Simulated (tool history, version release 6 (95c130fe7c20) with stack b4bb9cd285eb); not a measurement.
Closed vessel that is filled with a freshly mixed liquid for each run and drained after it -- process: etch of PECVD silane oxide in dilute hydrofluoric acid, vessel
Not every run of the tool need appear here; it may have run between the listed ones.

run,hour,temperature setpoint of the liquid (C),parts of water to one part of 49 % hydrofluoric acid (parts by volume),time in the liquid (s),thickness taken off the PECVD silane oxide on a monitor wafer (angstrom)
1,0,24,275,160,101.09
2,8.6,22,275,160,94.872
3,11,20.5,275,160,89.254
4,15.7,24,260,160,109.32
5,20.7,26.5,250,160,125.98
6,27.9,28,245,160,134.72
7,29.9,29,240,160,143.63

Estimate the outcome of run 8 from the log above:
8,38.9,30,235,160,?

{"run 8": {"thickness taken off the PECVD silane oxide on a monitor wafer (angstrom)": 152.34}}

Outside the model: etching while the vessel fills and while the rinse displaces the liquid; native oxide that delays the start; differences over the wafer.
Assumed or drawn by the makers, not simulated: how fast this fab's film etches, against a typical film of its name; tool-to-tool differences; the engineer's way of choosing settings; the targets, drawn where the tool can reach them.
